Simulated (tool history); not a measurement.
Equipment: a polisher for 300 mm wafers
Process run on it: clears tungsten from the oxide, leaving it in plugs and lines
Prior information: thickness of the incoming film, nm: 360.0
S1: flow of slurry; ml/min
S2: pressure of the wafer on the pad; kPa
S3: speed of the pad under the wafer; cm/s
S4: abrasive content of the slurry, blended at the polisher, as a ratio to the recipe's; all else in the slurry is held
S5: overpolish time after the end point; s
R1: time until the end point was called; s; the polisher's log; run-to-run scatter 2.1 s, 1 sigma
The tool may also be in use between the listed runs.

run,day,S1,S2,S3,S4,S5,R1
1,0.000,220,17.2,86,1.0,5,127.54
2,0.179,220,15.9,86,1.0,5,135.93
3,0.408,220,15.2,84,1.0,5,140.63
4,0.492,220,15.2,70,1.0,5,160.70
5,0.575,220,15.2,70,1.0,5,160.63
6,0.846,220,14.5,70,1.0,5,168.42
7,0.958,220,13.8,70,1.0,5,172.42
8,1.079,220,13.8,70,1.0,5,172.10
9,1.212,220,13.1,70,1.0,5,179.49
10,1.404,220,12.4,70,1.0,5,183.72
11,1.604,220,11.7,70,1.0,5,188.39
12,1.933,220,11.0,70,1.0,5,196.30

Estimate the outcome of run 13 from the log above:
13,2.271,220,10.3,70,1.0,5,?

{"run 13": {"R1": 201.97}}
